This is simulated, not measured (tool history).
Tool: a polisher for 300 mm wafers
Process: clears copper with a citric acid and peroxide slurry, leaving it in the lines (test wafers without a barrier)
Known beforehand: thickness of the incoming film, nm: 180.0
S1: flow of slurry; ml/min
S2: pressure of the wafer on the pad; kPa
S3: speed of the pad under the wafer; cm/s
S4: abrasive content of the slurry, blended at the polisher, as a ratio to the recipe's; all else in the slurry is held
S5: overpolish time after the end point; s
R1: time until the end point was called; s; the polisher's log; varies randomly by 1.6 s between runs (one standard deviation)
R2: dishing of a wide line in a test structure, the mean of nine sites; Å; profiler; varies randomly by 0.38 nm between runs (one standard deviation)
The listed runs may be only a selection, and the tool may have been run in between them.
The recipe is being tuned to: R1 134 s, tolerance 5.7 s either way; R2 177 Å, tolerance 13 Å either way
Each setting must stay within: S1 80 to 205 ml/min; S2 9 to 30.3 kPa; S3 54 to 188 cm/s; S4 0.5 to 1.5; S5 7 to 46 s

run	hour	S1	S2	S3	S4	S5	R1	R2
1	0	135	19.3	120	1	24	75.015	362.92
2	4.2	135	19.3	148	1	24	66.777	425.52
3	5.1	135	17.2	142	1	23	72.815	368.19
4	10.3	135	17.2	118	1	23	82.589	335.89
5	12.1	135	17.2	118	1	28	82.683	396.58
6	19.3	135	17.2	100	1	28	92.165	340.79
7	28.3	135	17.2	100	1	28	91.11	370.81
8	32.4	135	15.9	98	1	26	98.086	323.57

4 next moves are on the table. One of them brings every result within its allowed miss. Which?
A	36.5	120	13.8	68	0.95	19	?	?
B	36.5	135	9.7	68	0.9	21	?	?
C	36.5	150	12.4	58	0.95	24	?	?
D	36.5	155	9.7	74	0.8	25	?	?

move	R1	R2
A	135.57	179.6
B	157.09	170.97
C	148.08	205.35
D	149.64	210.22
A: in spec on every target
B: the worst result of the last run now meets its target, but another is out of spec
C: nearer the targets than the last run, but a result is still out of spec
D: nearer the targets than the last run, but a result is still out of spec
Go with A: it meets all targets.

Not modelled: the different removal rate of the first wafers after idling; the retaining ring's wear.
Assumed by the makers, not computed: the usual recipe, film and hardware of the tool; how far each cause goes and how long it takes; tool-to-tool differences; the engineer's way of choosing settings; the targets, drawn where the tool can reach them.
